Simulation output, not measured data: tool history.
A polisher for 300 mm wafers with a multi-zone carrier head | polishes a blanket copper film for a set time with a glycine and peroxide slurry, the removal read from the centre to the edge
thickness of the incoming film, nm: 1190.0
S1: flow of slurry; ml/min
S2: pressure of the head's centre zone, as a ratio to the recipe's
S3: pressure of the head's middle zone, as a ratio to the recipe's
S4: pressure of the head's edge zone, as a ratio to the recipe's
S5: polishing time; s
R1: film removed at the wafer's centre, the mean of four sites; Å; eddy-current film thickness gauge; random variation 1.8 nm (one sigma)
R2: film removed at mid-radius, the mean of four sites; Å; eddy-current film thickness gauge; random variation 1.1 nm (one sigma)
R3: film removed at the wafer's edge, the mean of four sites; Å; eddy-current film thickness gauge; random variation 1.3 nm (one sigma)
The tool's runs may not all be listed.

run,day,S1,S2,S3,S4,S5,R1,R2,R3
1,0.000,140,1.00,1.00,1.00,47,2113.2,2187.1,2077.5
2,0.225,130,0.96,0.99,0.99,46,1922.8,2079.1,2019.3
3,0.475,110,0.96,0.99,0.99,46,1854.9,2002.7,1936.4
4,0.692,105,0.93,0.98,0.97,45,1738.5,1926.5,1885.0
5,0.892,105,0.93,1.05,0.97,45,1731.2,2045.4,1886.1
6,1.183,100,0.91,1.03,0.95,44,1640.5,1926.6,1820.0

Run 7 comes next. What will it give?
7,1.558,95,0.89,1.02,0.93,44,?,?,?

Run 7 gave R1 1584.9 Å, R2 1895.3 Å, R3 1769.2 Å.
